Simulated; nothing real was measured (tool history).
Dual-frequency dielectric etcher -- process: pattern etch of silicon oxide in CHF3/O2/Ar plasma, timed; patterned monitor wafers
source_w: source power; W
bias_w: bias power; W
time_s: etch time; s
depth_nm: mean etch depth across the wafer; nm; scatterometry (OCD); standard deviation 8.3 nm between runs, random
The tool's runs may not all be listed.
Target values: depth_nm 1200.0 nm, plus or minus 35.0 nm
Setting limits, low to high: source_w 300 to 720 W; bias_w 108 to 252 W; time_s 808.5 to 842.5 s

run 1 hour=0.0 | source_w=510 bias_w=180 time_s=808.5 | depth_nm=1563.1
run 2 hour=5.3 | source_w=590 bias_w=180 time_s=808.5 | depth_nm=1651.3
run 3 hour=8.3 | source_w=520 bias_w=161 time_s=808.5 | depth_nm=1527.4
run 4 hour=17.0 | source_w=460 bias_w=147 time_s=808.5 | depth_nm=1425.8
run 5 hour=20.9 | source_w=370 bias_w=147 time_s=808.5 | depth_nm=1305.4
run 6 hour=23.1 | source_w=370 bias_w=179 time_s=808.5 | depth_nm=1396.8
run 7 hour=29.4 | source_w=350 bias_w=166 time_s=808.5 | depth_nm=1309.1
run 8 hour=31.8 | source_w=340 bias_w=160 time_s=808.5 | depth_nm=1307.1

Exactly one of the 5 candidate moves below puts every result within its allowed miss. Which one?
run A hour=34.2 | source_w=320 bias_w=168 time_s=808.5 | depth_nm=?
run B hour=34.2 | source_w=320 bias_w=156 time_s=829.0 | depth_nm=?
run C hour=34.2 | source_w=390 bias_w=109 time_s=808.5 | depth_nm=?
run D hour=34.2 | source_w=420 bias_w=135 time_s=808.5 | depth_nm=?
run E hour=34.2 | source_w=350 bias_w=156 time_s=808.5 | depth_nm=?

move=A depth_nm=1294.6
move=B depth_nm=1296.1
move=C depth_nm=1219.5
move=D depth_nm=1335.3
move=E depth_nm=1305.9
A: better than the last run, though not everything is in spec
B: better than the last run, though not everything is in spec
C: in spec on every target
D: the biggest miss grows against the last run
E: neither nearer nor further off than the last run
C is the move that brings every result within its allowed miss.
